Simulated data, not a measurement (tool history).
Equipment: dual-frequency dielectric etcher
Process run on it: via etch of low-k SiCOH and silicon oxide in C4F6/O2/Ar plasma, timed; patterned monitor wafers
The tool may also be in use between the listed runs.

| run | hour | source power (W) | bias power (W) | etch time (s) | mean etch depth across the wafer (angstrom) |
|---|---|---|---|---|---|
| 1 | 0 | 360 | 191 | 39.5 | 1070.5 |
| 2 | 0.6 | 390 | 196 | 39.5 | 1114.7 |
| 3 | 9.1 | 390 | 214 | 39.5 | 1142.9 |
| 4 | 15.7 | 390 | 214 | 36 | 1047.6 |
| 5 | 16.9 | 410 | 220 | 37 | 1107.4 |
| 6 | 23.9 | 410 | 186 | 37 | 1044.6 |

For run 7, what comes out?
| 7 | 25.5 | 480 | 224 | 39.5 | ? |

Run 7 gave mean etch depth across the wafer (angstrom) 1264.4.
